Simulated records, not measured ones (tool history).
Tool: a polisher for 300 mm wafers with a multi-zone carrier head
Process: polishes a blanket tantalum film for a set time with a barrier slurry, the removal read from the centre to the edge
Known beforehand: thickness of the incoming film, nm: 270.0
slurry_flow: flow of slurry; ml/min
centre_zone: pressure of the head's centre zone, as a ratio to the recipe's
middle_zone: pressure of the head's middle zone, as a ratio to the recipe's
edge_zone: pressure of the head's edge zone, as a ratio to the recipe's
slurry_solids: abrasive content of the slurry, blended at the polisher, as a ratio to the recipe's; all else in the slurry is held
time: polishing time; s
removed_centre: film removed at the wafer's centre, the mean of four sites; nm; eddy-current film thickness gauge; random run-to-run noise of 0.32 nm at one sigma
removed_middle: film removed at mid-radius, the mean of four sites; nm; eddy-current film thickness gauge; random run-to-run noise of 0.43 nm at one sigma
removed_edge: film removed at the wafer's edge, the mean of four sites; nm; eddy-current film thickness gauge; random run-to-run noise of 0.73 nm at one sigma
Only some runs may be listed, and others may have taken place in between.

Run 1, hour 0.0: slurry_flow 315 ml/min, centre_zone 1.00, middle_zone 1.00, edge_zone 1.00, slurry_solids 1.00, time 63 s. Result: removed_centre 86.393 nm, removed_middle 86.760 nm, removed_edge 85.739 nm.
Run 2, hour 6.6: slurry_flow 305 ml/min, centre_zone 0.96, middle_zone 0.99, edge_zone 0.98, slurry_solids 0.90, time 61 s. Result: removed_centre 77.859 nm, removed_middle 78.584 nm, removed_edge 78.384 nm.
Run 3, hour 12.3: slurry_flow 295 ml/min, centre_zone 0.93, middle_zone 1.00, edge_zone 0.99, slurry_solids 0.85, time 59 s. Result: removed_centre 69.220 nm, removed_middle 74.256 nm, removed_edge 73.469 nm.
Run 4, hour 20.8: slurry_flow 285 ml/min, centre_zone 0.91, middle_zone 1.00, edge_zone 0.98, slurry_solids 0.80, time 59 s. Result: removed_centre 65.671 nm, removed_middle 71.531 nm, removed_edge 71.315 nm.
Run 5, hour 29.4: slurry_flow 245 ml/min, centre_zone 0.91, middle_zone 1.00, edge_zone 0.98, slurry_solids 0.80, time 59 s. Result: removed_centre 64.778 nm, removed_middle 70.236 nm, removed_edge 71.009 nm.
Run 6, hour 36.0: slurry_flow 245 ml/min, centre_zone 0.91, middle_zone 1.00, edge_zone 1.04, slurry_solids 0.80, time 59 s. Result: removed_centre 64.754 nm, removed_middle 70.402 nm, removed_edge 71.168 nm.
Run 7, hour 43.9: slurry_flow 245 ml/min, centre_zone 0.84, middle_zone 1.03, edge_zone 1.02, slurry_solids 0.55, time 50 s. Result: removed_centre 38.432 nm, removed_middle 45.751 nm, removed_edge 45.175 nm.
Run 8, hour 46.1: slurry_flow 235 ml/min, centre_zone 0.85, middle_zone 1.04, edge_zone 1.04, slurry_solids 0.60, time 50 s. Result: removed_centre 41.711 nm, removed_middle 50.155 nm, removed_edge 49.903 nm.
Run 9, hour 54.2: slurry_flow 225 ml/min, centre_zone 0.95, middle_zone 1.13, edge_zone 1.14, slurry_solids 0.55, time 49 s. Result: removed_centre 42.273 nm, removed_middle 46.852 nm, removed_edge 45.890 nm.
Run 10, hour 58.0: slurry_flow 245 ml/min, centre_zone 0.93, middle_zone 1.11, edge_zone 1.12, slurry_solids 0.60, time 49 s. Result: removed_centre 45.267 nm, removed_middle 50.880 nm, removed_edge 49.786 nm.
Run 11, hour 65.4: slurry_flow 265 ml/min, centre_zone 0.92, middle_zone 1.11, edge_zone 1.13, slurry_solids 0.60, time 49 s. Result: removed_centre 44.963 nm, removed_middle 51.601 nm, removed_edge 50.155 nm.
Run 12, hour 70.2: slurry_flow 310 ml/min, centre_zone 0.90, middle_zone 1.12, edge_zone 1.19, slurry_solids 0.85, time 50 s. Result: removed_centre 57.730 nm, removed_middle 67.730 nm, removed_edge 67.759 nm.

Predict the results of run 13:
Run 13, hour 77.6: slurry_flow 290 ml/min, centre_zone 0.90, middle_zone 1.12, edge_zone 1.18, slurry_solids 0.85, time 50 s. Result: removed_centre ?, removed_middle ?, removed_edge ?.

removed_centre: 57.148 nm
removed_middle: 66.691 nm
removed_edge: 65.765 nm
